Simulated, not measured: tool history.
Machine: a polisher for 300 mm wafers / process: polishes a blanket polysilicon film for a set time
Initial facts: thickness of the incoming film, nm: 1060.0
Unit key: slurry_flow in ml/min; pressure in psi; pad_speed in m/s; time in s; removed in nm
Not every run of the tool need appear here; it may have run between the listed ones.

{"run": 1, "day": 0.0, "slurry_flow": 315, "pressure": 2.6, "pad_speed": 1, "time": 27, "removed": 199.54}
{"run": 2, "day": 0.35, "slurry_flow": 315, "pressure": 2.2, "pad_speed": 0.96, "time": 27, "removed": 157.39}
{"run": 3, "day": 0.6, "slurry_flow": 315, "pressure": 1.9, "pad_speed": 0.96, "time": 27, "removed": 138.96}
{"run": 4, "day": 0.75, "slurry_flow": 315, "pressure": 1.7, "pad_speed": 0.96, "time": 27, "removed": 123.17}
{"run": 5, "day": 0.917, "slurry_flow": 315, "pressure": 1.7, "pad_speed": 1.08, "time": 27, "removed": 138.9}
{"run": 6, "day": 1.204, "slurry_flow": 315, "pressure": 1.7, "pad_speed": 1.08, "time": 27, "removed": 141.19}
{"run": 7, "day": 1.562, "slurry_flow": 315, "pressure": 1.6, "pad_speed": 1.06, "time": 27, "removed": 129.24}
{"run": 8, "day": 1.683, "slurry_flow": 315, "pressure": 1.5, "pad_speed": 1.04, "time": 27, "removed": 121.5}

Estimate the outcome of run 9 from the log above:
{"run": 9, "day": 1.733, "slurry_flow": 315, "pressure": 1.2, "pad_speed": 0.98, "time": 27, "removed": "?"}

removed: 90.934 nm
